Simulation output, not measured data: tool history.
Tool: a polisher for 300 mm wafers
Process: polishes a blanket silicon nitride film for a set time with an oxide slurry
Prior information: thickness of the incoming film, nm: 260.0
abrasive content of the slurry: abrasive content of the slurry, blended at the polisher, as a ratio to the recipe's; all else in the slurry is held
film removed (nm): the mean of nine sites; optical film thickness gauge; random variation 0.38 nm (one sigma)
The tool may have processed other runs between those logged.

| run | hour | flow of slurry (ml/min) | pressure of the wafer on the pad (kPa) | speed of the pad under the wafer (m/s) | abrasive content of the slurry | polishing time (s) | film removed (nm) |
|---|---|---|---|---|---|---|---|
| 1 | 0.0 | 290 | 30.3 | 0.88 | 1.00 | 94 | 49.184 |
| 2 | 7.8 | 255 | 30.3 | 0.88 | 1.00 | 94 | 51.295 |
| 3 | 9.6 | 260 | 29.0 | 0.88 | 1.00 | 94 | 47.726 |
| 4 | 14.3 | 260 | 29.0 | 0.88 | 1.20 | 94 | 52.419 |
| 5 | 18.8 | 300 | 29.0 | 0.88 | 1.20 | 94 | 52.347 |
| 6 | 26.3 | 350 | 29.0 | 0.88 | 1.20 | 94 | 53.425 |
| 7 | 30.7 | 350 | 27.6 | 0.86 | 1.20 | 94 | 51.209 |
|  | 35.1 | worn pad replaced by a new one |
| 8 | 35.1 | 350 | 26.2 | 0.84 | 1.20 | 94 | 52.405 |
| 9 | 35.7 | 340 | 24.8 | 0.80 | 1.15 | 94 | 47.448 |
| 10 | 40.4 | 335 | 23.4 | 0.76 | 1.10 | 94 | 42.647 |
| 11 | 44.2 | 335 | 22.8 | 0.74 | 1.10 | 94 | 42.648 |
| 12 | 52.9 | 335 | 22.1 | 0.70 | 1.10 | 94 | 38.159 |
| 13 | 57.9 | 335 | 21.4 | 0.68 | 1.10 | 94 | 37.677 |
| 14 | 65.0 | 335 | 20.7 | 0.66 | 1.10 | 94 | 35.980 |

Run 15, settings as shown, results not yet in. Your forecast:
| 15 | 71.9 | 330 | 20.0 | 0.66 | 1.10 | 94 | ? |

{"run 15": {"film removed (nm)": 35.551}}
